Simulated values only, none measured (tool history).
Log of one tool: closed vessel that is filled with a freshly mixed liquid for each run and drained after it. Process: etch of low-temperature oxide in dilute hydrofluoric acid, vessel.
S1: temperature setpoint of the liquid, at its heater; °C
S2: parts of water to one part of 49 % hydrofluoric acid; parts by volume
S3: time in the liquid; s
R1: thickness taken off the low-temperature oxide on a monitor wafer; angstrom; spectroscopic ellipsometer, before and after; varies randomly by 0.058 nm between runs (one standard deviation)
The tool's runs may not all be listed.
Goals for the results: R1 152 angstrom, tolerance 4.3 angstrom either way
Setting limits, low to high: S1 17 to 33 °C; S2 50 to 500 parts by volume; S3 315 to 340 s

run	hour	S1	S2	S3	R1
1	0	25	275	315	124.51
2	6.5	28.5	275	315	138.57
3	9.6	29	275	315	142.17
4	15.1	29	340	315	108.02
5	21.8	30	325	315	118.17
6	25.8	30	285	315	139.39
7	34.7	30.5	285	315	142.85
8	37.6	31	285	315	145.98
9	45.6	31.5	285	315	147.12

5 next moves are on the table. One of them brings every result within its allowed miss. Which?
A	53.6	29	275	315	?
B	53.6	30.5	270	315	?
C	53.6	32.5	300	315	?
D	53.6	32	295	315	?
E	53.6	33	330	340	?

move	R1
A	142.46
B	153.3
C	142.08
D	143.06
E	136.82
A: lands further from the targets than the last run did
B: all results land within tolerance of their targets
C: lands further from the targets than the last run did
D: lands further from the targets than the last run did
E: lands further from the targets than the last run did
Go with B: it meets all targets.
